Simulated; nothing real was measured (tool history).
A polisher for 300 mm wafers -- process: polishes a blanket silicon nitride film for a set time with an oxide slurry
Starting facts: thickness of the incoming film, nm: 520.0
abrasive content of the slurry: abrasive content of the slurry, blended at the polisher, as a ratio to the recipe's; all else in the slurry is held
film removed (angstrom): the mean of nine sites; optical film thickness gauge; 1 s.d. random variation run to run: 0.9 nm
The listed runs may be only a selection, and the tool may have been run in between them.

run  hour  flow of slurry (ml/min)  pressure of the wafer on the pad (psi)  speed of the pad under the wafer (cm/s)  abrasive content of the slurry  polishing time (s)  film removed (angstrom)
  1     0                      310                                     4.2                                      142                               1                  65                   732.14
  2   3.1                      315                                     4.8                                      142                               1                  65                   836.95
  3   9.9                      315                                     5.2                                      142                               1                  65                   905.06
  4  10.8                      260                                     5.2                                      142                               1                  65                   886.98
  5  14.8                      260                                     5.2                                      142                               1                  65                   879.04
  6  19.3                      260                                     5.2                                      142                               1                  65                   886.65
  7  26.1                      280                                     5.6                                      142                               1                  65                   950.46
  8  26.8                      285                                     5.9                                      146                               1                  65                   1034.2
  9  31.9                      290                                     6.1                                      148                               1                  65                   1074.2
 10  40.3                      290                                     6.2                                      152                               1                  65                   1123.9
 11    42                      295                                     6.3                                      154                               1                  65                     1141
 12  44.1                      295                                     6.4                                      156                               1                  65                   1195.1

Forecast run 13:
 13  46.6                      295                                     6.5                                      156                               1                  65                        ?

{"run 13": {"film removed (angstrom)": 1211.2}}
